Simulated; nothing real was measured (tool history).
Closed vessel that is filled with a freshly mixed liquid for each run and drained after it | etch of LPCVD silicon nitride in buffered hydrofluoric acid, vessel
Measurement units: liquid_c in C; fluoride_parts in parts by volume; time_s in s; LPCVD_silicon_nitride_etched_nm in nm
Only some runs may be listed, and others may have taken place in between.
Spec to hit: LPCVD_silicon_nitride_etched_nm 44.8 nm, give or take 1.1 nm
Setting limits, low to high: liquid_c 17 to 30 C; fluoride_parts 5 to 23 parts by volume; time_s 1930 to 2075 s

run,hour,liquid_c,fluoride_parts,time_s,LPCVD_silicon_nitride_etched_nm
1,0,22,14,1930,17.532
2,7.4,25.5,14,1930,21.179
3,13.6,27.5,14,1930,23.681
4,16.4,27.5,16,1930,20.836
5,24,28,15,1930,22.642
6,24.7,25.5,15,1930,19.823
7,29.4,26,14,1930,21.706
8,31,30,9.5,1945,39.786
9,39.7,30,8.5,1945,43.47

Which of these 5 next moves meets every target?
A,48.4,29.5,8.5,1975,?
B,48.4,29.5,9.5,2065,?
C,48.4,29.5,8.5,2030,?
D,48.4,28.5,8,1930,?
E,48.4,29.5,9,2025,?

move,LPCVD_silicon_nitride_etched_nm
A,43.081
B,41.044
C,44.28
D,41.481
E,42.421
A: misses by more than the last run did
B: misses by more than the last run did
C: all results land within tolerance of their targets
D: misses by more than the last run did
E: misses by more than the last run did
Move C is the one to make.
